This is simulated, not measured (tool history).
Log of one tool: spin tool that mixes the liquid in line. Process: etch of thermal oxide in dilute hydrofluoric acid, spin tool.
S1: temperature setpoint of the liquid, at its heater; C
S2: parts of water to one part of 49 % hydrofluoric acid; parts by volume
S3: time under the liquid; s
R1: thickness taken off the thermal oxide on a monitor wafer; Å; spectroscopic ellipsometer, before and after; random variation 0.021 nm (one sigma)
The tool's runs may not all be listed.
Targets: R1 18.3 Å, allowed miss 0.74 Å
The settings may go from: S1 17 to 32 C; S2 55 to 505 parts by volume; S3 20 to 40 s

Run 1, day 0: S1 24 C, S2 280 parts by volume, S3 40 s. Result: R1 5.409 Å.
Run 2, day 0.038: S1 24 C, S2 350 parts by volume, S3 40 s. Result: R1 4.014 Å.
Run 3, day 0.262: S1 25.5 C, S2 275 parts by volume, S3 40 s. Result: R1 5.9135 Å.
Run 4, day 0.638: S1 28 C, S2 275 parts by volume, S3 40 s. Result: R1 6.4246 Å.
Run 5, day 0.988: S1 28 C, S2 275 parts by volume, S3 40 s. Result: R1 6.4175 Å.
Run 6, day 1.35: S1 29 C, S2 225 parts by volume, S3 40 s. Result: R1 8.4333 Å.
At day 1.479: hydrofluoric acid flow meter replaced.
Run 7, day 1.479: S1 32 C, S2 115 parts by volume, S3 40 s. Result: R1 19.676 Å.
Run 8, day 1.504: S1 31.5 C, S2 115 parts by volume, S3 40 s. Result: R1 19.773 Å.
Run 9, day 1.746: S1 31 C, S2 115 parts by volume, S3 40 s. Result: R1 19.126 Å.

Which of these 5 next moves meets every target?
Run A, day 1.988: S1 32 C, S2 125 parts by volume, S3 40 s. Result: R1 ?.
Run B, day 1.988: S1 32 C, S2 115 parts by volume, S3 40 s. Result: R1 ?.
Run C, day 1.988: S1 30.5 C, S2 100 parts by volume, S3 40 s. Result: R1 ?.
Run D, day 1.988: S1 32 C, S2 135 parts by volume, S3 40 s. Result: R1 ?.
Run E, day 1.988: S1 32 C, S2 110 parts by volume, S3 40 s. Result: R1 ?.

move      R1
   A  18.127
   B  19.987
   C  22.224
   D  16.549
   E  21.048
A: meets every target
B: further off than the last run
C: further off than the last run
D: takes the result that was furthest off past its target
E: further off than the last run
Answer: A

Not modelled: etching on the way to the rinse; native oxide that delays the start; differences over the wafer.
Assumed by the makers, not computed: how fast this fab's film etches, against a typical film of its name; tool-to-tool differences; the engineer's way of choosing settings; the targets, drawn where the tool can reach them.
